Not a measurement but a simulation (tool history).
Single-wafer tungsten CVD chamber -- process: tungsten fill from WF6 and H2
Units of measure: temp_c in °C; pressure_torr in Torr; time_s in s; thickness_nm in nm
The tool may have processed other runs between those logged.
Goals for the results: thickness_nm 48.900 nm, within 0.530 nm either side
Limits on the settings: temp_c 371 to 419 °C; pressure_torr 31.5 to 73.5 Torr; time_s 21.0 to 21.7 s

Run 1, hour 0.0: temp_c 395 °C, pressure_torr 52.5 Torr, time_s 21.0 s. Result: thickness_nm 74.862 nm.
Run 2, hour 0.8: temp_c 389 °C, pressure_torr 52.4 Torr, time_s 21.0 s. Result: thickness_nm 65.923 nm.
Run 3, hour 3.8: temp_c 389 °C, pressure_torr 52.4 Torr, time_s 21.7 s. Result: thickness_nm 68.317 nm.
Run 4, hour 9.2: temp_c 389 °C, pressure_torr 47.6 Torr, time_s 21.7 s. Result: thickness_nm 64.912 nm.
Run 5, hour 17.7: temp_c 385 °C, pressure_torr 47.6 Torr, time_s 21.7 s. Result: thickness_nm 59.027 nm.
Run 6, hour 26.4: temp_c 385 °C, pressure_torr 54.3 Torr, time_s 21.7 s. Result: thickness_nm 63.177 nm.
Run 7, hour 29.0: temp_c 382 °C, pressure_torr 54.3 Torr, time_s 21.7 s. Result: thickness_nm 59.127 nm.
Run 8, hour 34.9: temp_c 380 °C, pressure_torr 54.3 Torr, time_s 21.7 s. Result: thickness_nm 56.173 nm.
Run 9, hour 41.3: temp_c 378 °C, pressure_torr 54.3 Torr, time_s 21.7 s. Result: thickness_nm 53.836 nm.
Run 10, hour 45.1: temp_c 377 °C, pressure_torr 54.3 Torr, time_s 21.7 s. Result: thickness_nm 52.626 nm.
Run 11, hour 50.2: temp_c 376 °C, pressure_torr 54.3 Torr, time_s 21.7 s. Result: thickness_nm 51.071 nm.
Run 12, hour 55.7: temp_c 375 °C, pressure_torr 54.3 Torr, time_s 21.7 s. Result: thickness_nm 50.200 nm.
Run 13, hour 58.7: temp_c 373 °C, pressure_torr 54.3 Torr, time_s 21.7 s. Result: thickness_nm 47.813 nm.

Which one of the following 4 next-run settings gets every result inside its allowed miss? There is exactly one.
Run A, hour 61.7: temp_c 374 °C, pressure_torr 53.5 Torr, time_s 21.3 s. Result: thickness_nm ?.
Run B, hour 61.7: temp_c 372 °C, pressure_torr 57.6 Torr, time_s 21.7 s. Result: thickness_nm ?.
Run C, hour 61.7: temp_c 371 °C, pressure_torr 65.4 Torr, time_s 21.7 s. Result: thickness_nm ?.
Run D, hour 61.7: temp_c 373 °C, pressure_torr 56.5 Torr, time_s 21.7 s. Result: thickness_nm ?.

move  thickness_nm
   A        47.678
   B        47.994
   C        49.771
   D        48.715
A: its largest miss is bigger than the last run's
B: moves toward the targets from the last run without getting all of them in spec
C: takes the biggest miss from the last run beyond its target
D: all results land within tolerance of their targets
D is the move that brings every result within its allowed miss.
